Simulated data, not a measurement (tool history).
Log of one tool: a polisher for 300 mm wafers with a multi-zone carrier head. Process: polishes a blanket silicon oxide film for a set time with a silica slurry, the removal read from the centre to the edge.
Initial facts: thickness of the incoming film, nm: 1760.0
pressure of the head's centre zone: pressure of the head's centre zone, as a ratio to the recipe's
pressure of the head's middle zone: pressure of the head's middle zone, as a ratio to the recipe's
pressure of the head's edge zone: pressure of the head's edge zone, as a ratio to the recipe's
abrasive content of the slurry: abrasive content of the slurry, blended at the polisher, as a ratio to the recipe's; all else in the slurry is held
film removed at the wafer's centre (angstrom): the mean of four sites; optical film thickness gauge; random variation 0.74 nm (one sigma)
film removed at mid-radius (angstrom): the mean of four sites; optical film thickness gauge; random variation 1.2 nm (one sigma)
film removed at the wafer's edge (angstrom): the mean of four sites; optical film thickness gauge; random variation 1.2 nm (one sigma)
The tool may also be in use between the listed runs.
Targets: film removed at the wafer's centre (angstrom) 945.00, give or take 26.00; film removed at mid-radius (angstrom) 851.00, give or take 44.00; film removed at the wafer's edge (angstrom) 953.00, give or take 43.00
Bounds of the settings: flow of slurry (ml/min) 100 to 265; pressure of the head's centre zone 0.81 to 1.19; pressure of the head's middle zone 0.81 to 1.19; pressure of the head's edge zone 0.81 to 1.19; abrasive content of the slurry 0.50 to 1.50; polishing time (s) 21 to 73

| run | day | flow of slurry (ml/min) | pressure of the head's centre zone | pressure of the head's middle zone | pressure of the head's edge zone | abrasive content of the slurry | polishing time (s) | film removed at the wafer's centre (angstrom) | film removed at mid-radius (angstrom) | film removed at the wafer's edge (angstrom) |
|---|---|---|---|---|---|---|---|---|---|---|
| 1 | 0.000 | 170 | 1.00 | 1.00 | 1.00 | 1.00 | 47 | 1358.60 | 1347.80 | 1386.00 |
| 2 | 0.333 | 170 | 1.00 | 1.00 | 0.92 | 1.00 | 47 | 1338.10 | 1301.40 | 1299.40 |
| 3 | 0.429 | 165 | 0.98 | 0.97 | 0.90 | 0.90 | 47 | 1228.10 | 1210.50 | 1195.70 |
| 4 | 0.479 | 155 | 0.98 | 0.93 | 0.91 | 0.80 | 46 | 1097.60 | 1010.10 | 1071.10 |
| 5 | 0.750 | 145 | 0.97 | 0.91 | 0.90 | 0.80 | 46 | 1067.90 | 1004.40 | 1061.10 |
| 6 | 0.817 | 140 | 0.96 | 0.89 | 0.89 | 0.80 | 46 | 1049.70 | 973.44 | 1065.20 |
| 7 | 0.967 | 135 | 0.96 | 0.88 | 0.88 | 0.75 | 46 | 974.86 | 902.38 | 976.32 |
| 8 | 1.138 | 130 | 0.96 | 0.87 | 0.88 | 0.75 | 46 | 970.62 | 896.88 | 969.24 |

Which of these 4 next moves meets every target?
| A | 1.308 | 135 | 0.99 | 0.81 | 0.81 | 0.85 | 37 | ? | ? | ? |
| B | 1.308 | 195 | 0.91 | 0.89 | 0.81 | 0.65 | 46 | ? | ? | ? |
| C | 1.308 | 115 | 0.96 | 0.86 | 0.87 | 0.65 | 52 | ? | ? | ? |
| D | 1.308 | 100 | 0.90 | 0.92 | 0.85 | 0.75 | 48 | ? | ? | ? |

| move | film removed at the wafer's centre (angstrom) | film removed at mid-radius (angstrom) | film removed at the wafer's edge (angstrom) |
|---|---|---|---|
| A | 905.31 | 756.63 | 826.39 |
| B | 869.13 | 848.40 | 843.27 |
| C | 941.05 | 855.14 | 925.15 |
| D | 904.09 | 930.73 | 949.36 |
A: moves the result that the last run missed by most past its target, out the other side
B: the worst result of the last run now meets its target, but another is out of spec
C: in spec on every target
D: moves away from the targets compared with the last run
C meets every target.

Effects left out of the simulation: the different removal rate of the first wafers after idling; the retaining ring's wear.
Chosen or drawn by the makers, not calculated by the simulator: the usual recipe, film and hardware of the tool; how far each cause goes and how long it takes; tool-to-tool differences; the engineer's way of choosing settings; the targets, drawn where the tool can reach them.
